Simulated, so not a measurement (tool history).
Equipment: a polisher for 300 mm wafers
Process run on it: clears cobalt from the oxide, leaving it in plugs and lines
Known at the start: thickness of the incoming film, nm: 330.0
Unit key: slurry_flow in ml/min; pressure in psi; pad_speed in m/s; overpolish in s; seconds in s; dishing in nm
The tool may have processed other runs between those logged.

run 1 hour=0 | slurry_flow=275 pressure=2.4 pad_speed=0.78 overpolish=29 | seconds=95.167 dishing=51.98
run 2 hour=5.9 | slurry_flow=275 pressure=2.7 pad_speed=0.8 overpolish=26 | seconds=82.378 dishing=52.086
run 3 hour=11.9 | slurry_flow=275 pressure=2.2 pad_speed=0.8 overpolish=26 | seconds=100.05 dishing=48.327
run 4 hour=15.9 | slurry_flow=275 pressure=2.5 pad_speed=0.82 overpolish=24 | seconds=89.164 dishing=49.98
run 5 hour=21.4 | slurry_flow=275 pressure=2.5 pad_speed=0.82 overpolish=34 | seconds=87.177 dishing=57.616
run 6 hour=25.7 | slurry_flow=275 pressure=2.5 pad_speed=0.7 overpolish=34 | seconds=101.58 dishing=53.63
run 7 hour=34.5 | slurry_flow=275 pressure=2.8 pad_speed=0.74 overpolish=29 | seconds=89.755 dishing=54.729
run 8 hour=41.7 | slurry_flow=275 pressure=2.8 pad_speed=0.74 overpolish=29 | seconds=88.815 dishing=53.452
run 9 hour=43.7 | slurry_flow=275 pressure=3 pad_speed=0.78 overpolish=25 | seconds=75.957 dishing=53.393
run 10 hour=44.8 | slurry_flow=275 pressure=3.2 pad_speed=0.8 overpolish=23 | seconds=70.777 dishing=54.78

Run 11 comes next. What will it give?
run 11 hour=51.5 | slurry_flow=280 pressure=3.7 pad_speed=0.94 overpolish=9 | seconds=? dishing=?

seconds: 54.382 s
dishing: 38.201 nm
